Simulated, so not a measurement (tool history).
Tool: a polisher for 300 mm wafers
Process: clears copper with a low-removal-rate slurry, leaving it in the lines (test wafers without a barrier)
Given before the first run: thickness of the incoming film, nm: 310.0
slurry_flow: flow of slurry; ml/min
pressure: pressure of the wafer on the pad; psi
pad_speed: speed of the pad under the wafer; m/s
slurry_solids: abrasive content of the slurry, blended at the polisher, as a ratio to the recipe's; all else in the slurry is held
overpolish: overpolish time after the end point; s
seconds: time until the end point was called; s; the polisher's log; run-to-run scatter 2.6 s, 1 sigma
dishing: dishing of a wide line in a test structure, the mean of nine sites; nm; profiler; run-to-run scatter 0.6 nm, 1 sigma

run,hour,slurry_flow,pressure,pad_speed,slurry_solids,overpolish,seconds,dishing
1,0,270,2.4,0.92,1,28,128.94,45.994
2,4.5,270,2.2,0.9,1,29,146.63,42.315
3,7.1,270,2.2,0.9,1,17,143.83,26.979
4,9.1,270,2.1,0.9,1,19,150.69,29.181
5,13.4,270,2,0.9,1,21,157.96,31.14
6,22.4,270,1.9,0.9,1,22,165.51,30.957
7,29.6,270,1.8,0.9,1,23,172.19,29.906
8,36.8,265,1.2,0.76,1,37,278.25,30.611

What does the tool deliver on the next run?
9,43.1,275,1.4,0.76,1,38,?,?

seconds: 245.41 s
dishing: 34.701 nm
